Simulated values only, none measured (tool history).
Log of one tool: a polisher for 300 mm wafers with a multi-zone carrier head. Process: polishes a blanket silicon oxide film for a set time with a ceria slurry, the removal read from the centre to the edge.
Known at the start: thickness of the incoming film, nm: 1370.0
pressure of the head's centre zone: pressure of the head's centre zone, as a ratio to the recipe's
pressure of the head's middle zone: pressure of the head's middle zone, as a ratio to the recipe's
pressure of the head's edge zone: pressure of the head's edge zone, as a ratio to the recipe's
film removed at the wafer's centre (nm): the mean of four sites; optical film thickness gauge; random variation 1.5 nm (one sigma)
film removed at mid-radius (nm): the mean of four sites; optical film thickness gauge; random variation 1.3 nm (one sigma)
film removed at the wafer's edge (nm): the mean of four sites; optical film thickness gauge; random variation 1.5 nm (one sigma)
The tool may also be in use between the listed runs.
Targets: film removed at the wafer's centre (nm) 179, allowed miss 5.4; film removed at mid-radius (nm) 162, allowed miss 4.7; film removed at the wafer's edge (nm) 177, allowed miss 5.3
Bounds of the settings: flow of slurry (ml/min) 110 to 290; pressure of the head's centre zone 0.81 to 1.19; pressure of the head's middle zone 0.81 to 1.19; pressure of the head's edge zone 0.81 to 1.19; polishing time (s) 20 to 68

| run | day | flow of slurry (ml/min) | pressure of the head's centre zone | pressure of the head's middle zone | pressure of the head's edge zone | polishing time (s) | film removed at the wafer's centre (nm) | film removed at mid-radius (nm) | film removed at the wafer's edge (nm) |
|---|---|---|---|---|---|---|---|---|---|
| 1 | 0 | 185 | 1 | 1 | 1 | 44 | 141.98 | 145.78 | 143.22 |
| 2 | 0.304 | 195 | 1.02 | 0.99 | 1.03 | 45 | 146.56 | 147.86 | 150.08 |
| 3 | 0.475 | 205 | 1.05 | 0.99 | 1.05 | 46 | 152.69 | 152.02 | 156.08 |
| 4 | 0.562 | 205 | 1.02 | 0.99 | 1.05 | 46 | 151.5 | 151.25 | 155.77 |
| 5 | 0.812 | 250 | 1.02 | 0.99 | 1.05 | 46 | 157.79 | 155.7 | 157.53 |
| 6 | 0.988 | 255 | 1.04 | 0.99 | 1.07 | 46 | 158.58 | 153.55 | 158.79 |
| 7 | 1.121 | 255 | 1.06 | 0.99 | 1.08 | 47 | 162.93 | 157.67 | 162.07 |
| 8 | 1.421 | 255 | 1.07 | 0.98 | 1.09 | 48 | 169.26 | 160.41 | 168.59 |
| 9 | 1.712 | 255 | 1.08 | 0.98 | 1.1 | 48 | 169.81 | 160.11 | 172.09 |
| 10 | 1.746 | 260 | 1.09 | 0.98 | 1.1 | 48 | 167.07 | 159.78 | 168.34 |
| 11 | 1.854 | 265 | 1.1 | 0.97 | 1.1 | 48 | 172.24 | 161.96 | 170.15 |

5 next moves are on the table. One of them brings every result within its allowed miss. Which?
| A | 1.962 | 285 | 1.06 | 0.98 | 1.13 | 46 | ? | ? | ? |
| B | 1.962 | 250 | 1.06 | 0.97 | 1.17 | 49 | ? | ? | ? |
| C | 1.962 | 270 | 1.09 | 1.08 | 1.02 | 45 | ? | ? | ? |
| D | 1.962 | 175 | 1.02 | 1.01 | 1.19 | 50 | ? | ? | ? |
| E | 1.962 | 280 | 1.18 | 0.97 | 1.19 | 48 | ? | ? | ? |

| move | film removed at the wafer's centre (nm) | film removed at mid-radius (nm) | film removed at the wafer's edge (nm) |
|---|---|---|---|
| A | 161.25 | 156.89 | 165.68 |
| B | 169.16 | 163.43 | 177.87 |
| C | 159.77 | 165.76 | 153.15 |
| D | 160.07 | 164.87 | 176.95 |
| E | 180.19 | 161.94 | 177.37 |
A: further off than the last run
B: brings the result that was furthest off to its target, and leaves another outside
C: further off than the last run
D: brings the result that was furthest off to its target, and leaves another outside
E: meets every target
Move E is the one to make.

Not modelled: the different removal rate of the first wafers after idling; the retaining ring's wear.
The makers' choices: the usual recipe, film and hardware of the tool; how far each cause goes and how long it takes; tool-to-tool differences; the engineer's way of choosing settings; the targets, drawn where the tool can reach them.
